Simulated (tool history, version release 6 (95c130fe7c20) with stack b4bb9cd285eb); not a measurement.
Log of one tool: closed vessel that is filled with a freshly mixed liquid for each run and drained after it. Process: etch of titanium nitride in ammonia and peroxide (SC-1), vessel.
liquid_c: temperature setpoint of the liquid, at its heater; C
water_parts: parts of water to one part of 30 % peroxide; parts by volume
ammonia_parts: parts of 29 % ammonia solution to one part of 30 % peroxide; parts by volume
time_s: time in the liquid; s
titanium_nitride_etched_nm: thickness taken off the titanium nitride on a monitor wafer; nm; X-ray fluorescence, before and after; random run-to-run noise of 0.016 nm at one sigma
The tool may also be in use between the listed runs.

{"run": 1, "day": 0.0, "liquid_c": 61.0, "water_parts": 27.5, "ammonia_parts": 0.7, "time_s": 30, "titanium_nitride_etched_nm": 4.1069}
{"run": 2, "day": 0.083, "liquid_c": 61.0, "water_parts": 27.5, "ammonia_parts": 0.7, "time_s": 30, "titanium_nitride_etched_nm": 4.0977}
{"run": 3, "day": 0.154, "liquid_c": 61.0, "water_parts": 20.0, "ammonia_parts": 0.7, "time_s": 30, "titanium_nitride_etched_nm": 4.8849}
{"run": 4, "day": 0.388, "liquid_c": 61.0, "water_parts": 25.5, "ammonia_parts": 0.7, "time_s": 30, "titanium_nitride_etched_nm": 4.2485}
{"day": 0.454, "done": "new drum of ammonia solution connected"}
{"run": 5, "day": 0.454, "liquid_c": 61.0, "water_parts": 25.5, "ammonia_parts": 0.5, "time_s": 30, "titanium_nitride_etched_nm": 4.1028}
{"run": 6, "day": 0.558, "liquid_c": 60.0, "water_parts": 25.5, "ammonia_parts": 0.5, "time_s": 30, "titanium_nitride_etched_nm": 3.824}
{"run": 7, "day": 0.883, "liquid_c": 59.5, "water_parts": 25.5, "ammonia_parts": 0.5, "time_s": 30, "titanium_nitride_etched_nm": 3.7221}
{"run": 8, "day": 1.062, "liquid_c": 54.5, "water_parts": 25.5, "ammonia_parts": 0.5, "time_s": 30, "titanium_nitride_etched_nm": 2.6539}

The next listed run, before its measurement:
{"run": 9, "day": 1.308, "liquid_c": 55.0, "water_parts": 25.5, "ammonia_parts": 0.5, "time_s": 30, "titanium_nitride_etched_nm": "?"}

{"run 9": {"titanium_nitride_etched_nm": 2.738}}
